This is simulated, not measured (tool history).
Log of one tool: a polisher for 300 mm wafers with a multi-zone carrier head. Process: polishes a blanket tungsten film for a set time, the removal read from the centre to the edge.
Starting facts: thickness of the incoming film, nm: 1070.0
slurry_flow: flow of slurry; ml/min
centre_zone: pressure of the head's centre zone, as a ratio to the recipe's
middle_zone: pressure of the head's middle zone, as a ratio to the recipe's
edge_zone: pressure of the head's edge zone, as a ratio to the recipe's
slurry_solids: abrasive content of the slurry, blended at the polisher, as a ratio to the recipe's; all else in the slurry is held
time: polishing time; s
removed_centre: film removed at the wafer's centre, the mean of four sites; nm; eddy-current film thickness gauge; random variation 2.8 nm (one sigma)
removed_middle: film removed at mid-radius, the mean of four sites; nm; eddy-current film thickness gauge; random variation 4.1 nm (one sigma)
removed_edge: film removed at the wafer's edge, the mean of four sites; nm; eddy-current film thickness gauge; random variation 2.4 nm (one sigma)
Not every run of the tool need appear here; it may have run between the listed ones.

| run | day | slurry_flow | centre_zone | middle_zone | edge_zone | slurry_solids | time | removed_centre | removed_middle | removed_edge |
|---|---|---|---|---|---|---|---|---|---|---|
| 1 | 0 | 265 | 1 | 1 | 1 | 1 | 63 | 305.3 | 319.96 | 314.79 |
| 2 | 0.254 | 280 | 1.02 | 0.99 | 1.05 | 1.05 | 63 | 313.59 | 315.93 | 328.49 |
| 3 | 0.479 | 280 | 1.02 | 0.99 | 1.05 | 1.05 | 78 | 394.58 | 389.2 | 411.57 |
| 4 | 0.85 | 315 | 1.02 | 0.99 | 1.05 | 1.05 | 78 | 398.32 | 397.89 | 408.42 |
| 5 | 1.008 | 310 | 1 | 0.95 | 1.03 | 1 | 78 | 390.4 | 379.63 | 402.66 |
| 6 | 1.129 | 310 | 1 | 1.03 | 1.03 | 1 | 78 | 388.36 | 404.14 | 397.4 |

Expected results for the next run?
| 7 | 1.379 | 305 | 0.99 | 0.99 | 1.02 | 0.95 | 78 | ? | ? | ? |

{"run 7": {"removed_centre": 374.81, "removed_middle": 381.24, "removed_edge": 393.94}}
